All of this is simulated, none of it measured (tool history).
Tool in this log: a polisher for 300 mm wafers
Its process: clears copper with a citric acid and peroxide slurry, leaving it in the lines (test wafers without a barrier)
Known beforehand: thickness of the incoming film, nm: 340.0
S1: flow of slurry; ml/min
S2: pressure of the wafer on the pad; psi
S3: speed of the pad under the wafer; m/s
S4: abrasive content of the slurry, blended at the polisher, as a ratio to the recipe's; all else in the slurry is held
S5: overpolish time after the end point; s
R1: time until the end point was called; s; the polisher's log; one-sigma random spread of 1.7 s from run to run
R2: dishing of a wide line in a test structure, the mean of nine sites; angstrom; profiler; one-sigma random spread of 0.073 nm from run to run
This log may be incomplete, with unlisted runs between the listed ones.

{"run": 1, "hour": 0.0, "S1": 145, "S2": 3.3, "S3": 1.32, "S4": 1, "S5": 9, "R1": 129.23, "R2": 167.74}
{"run": 2, "hour": 5.5, "S1": 145, "S2": 3.3, "S3": 1.44, "S4": 1, "S5": 9, "R1": 120.86, "R2": 175.72}
{"run": 3, "hour": 11.9, "S1": 140, "S2": 3.1, "S3": 1.52, "S4": 1, "S5": 8, "R1": 120.62, "R2": 157.35}
{"run": 4, "hour": 18.6, "S1": 130, "S2": 2.9, "S3": 1.6, "S4": 1, "S5": 7, "R1": 124.19, "R2": 136.06}
{"run": 5, "hour": 22.4, "S1": 125, "S2": 2.7, "S3": 1.66, "S4": 1, "S5": 6, "R1": 131.29, "R2": 110.02}
{"run": 6, "hour": 31.4, "S1": 120, "S2": 2.6, "S3": 1.72, "S4": 1.05, "S5": 6, "R1": 129.4, "R2": 110.32}
{"run": 7, "hour": 37.6, "S1": 85, "S2": 1.6, "S3": 2.06, "S4": 1.3, "S5": 3, "R1": 181.79, "R2": 40.564}
{"run": 8, "hour": 40.4, "S1": 95, "S2": 1.7, "S3": 2.06, "S4": 1.35, "S5": 3, "R1": 164.87, "R2": 45.546}
{"run": 9, "hour": 47.9, "S1": 100, "S2": 1.8, "S3": 2.06, "S4": 1.35, "S5": 3, "R1": 147.71, "R2": 48.84}
{"hour": 51.4, "done": "slurry blender recalibrated"}
{"run": 10, "hour": 51.4, "S1": 105, "S2": 1.8, "S3": 2.06, "S4": 1.35, "S5": 3, "R1": 139.12, "R2": 52.525}
{"run": 11, "hour": 60.0, "S1": 110, "S2": 1.8, "S3": 2.06, "S4": 1.35, "S5": 3, "R1": 137.13, "R2": 54.461}

Predict the results of run 12:
{"run": 12, "hour": 67.3, "S1": 115, "S2": 1.8, "S3": 2.06, "S4": 1.35, "S5": 3, "R1": "?", "R2": "?"}

{"run 12": {"R1": 133.68, "R2": 54.103}}
